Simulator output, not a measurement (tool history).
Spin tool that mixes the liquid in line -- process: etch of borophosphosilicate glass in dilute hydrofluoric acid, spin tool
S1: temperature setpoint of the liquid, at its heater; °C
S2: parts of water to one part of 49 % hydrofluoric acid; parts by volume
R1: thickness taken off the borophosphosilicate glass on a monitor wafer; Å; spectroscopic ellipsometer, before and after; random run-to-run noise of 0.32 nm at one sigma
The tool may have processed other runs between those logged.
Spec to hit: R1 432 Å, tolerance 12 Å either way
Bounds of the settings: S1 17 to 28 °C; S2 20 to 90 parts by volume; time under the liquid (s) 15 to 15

run 1 day=0 | S1=20 S2=50 time_under_the_liquid_(s)=15 | R1=169
run 2 day=0.217 | S1=21 S2=45 time_under_the_liquid_(s)=15 | R1=196.92
run 3 day=0.392 | S1=22 S2=40 time_under_the_liquid_(s)=15 | R1=233.13
run 4 day=0.446 | S1=23 S2=40 time_under_the_liquid_(s)=15 | R1=241.2
run 5 day=0.725 | S1=24 S2=35 time_under_the_liquid_(s)=15 | R1=290.51
run 6 day=0.85 | S1=24 S2=35 time_under_the_liquid_(s)=15 | R1=287.65
run 7 day=1.175 | S1=24.5 S2=35 time_under_the_liquid_(s)=15 | R1=299.65
run 8 day=1.442 | S1=28 S2=25 time_under_the_liquid_(s)=15 | R1=483.61
run 9 day=1.696 | S1=27.5 S2=25 time_under_the_liquid_(s)=15 | R1=481.94
run 10 day=2.062 | S1=27 S2=25 time_under_the_liquid_(s)=15 | R1=468.66
run 11 day=2.421 | S1=26 S2=25 time_under_the_liquid_(s)=15 | R1=448.72

Exercise: of the 4 proposed moves below, exactly one satisfies all targets within the stated allowed misses. Which move is it?
run A day=2.779 | S1=27 S2=25 time_under_the_liquid_(s)=15 | R1=?
run B day=2.779 | S1=25 S2=25 time_under_the_liquid_(s)=15 | R1=?
run C day=2.779 | S1=27.5 S2=30 time_under_the_liquid_(s)=15 | R1=?
run D day=2.779 | S1=28 S2=30 time_under_the_liquid_(s)=15 | R1=?

move=A R1=465.06
move=B R1=428.08
move=C R1=392.66
move=D R1=400.73
A: its largest miss is bigger than the last run's
B: all results land within tolerance of their targets
C: carries the result that was furthest off beyond its target, to the other side
D: carries the result that was furthest off beyond its target, to the other side
B is the move that brings every result within its allowed miss.
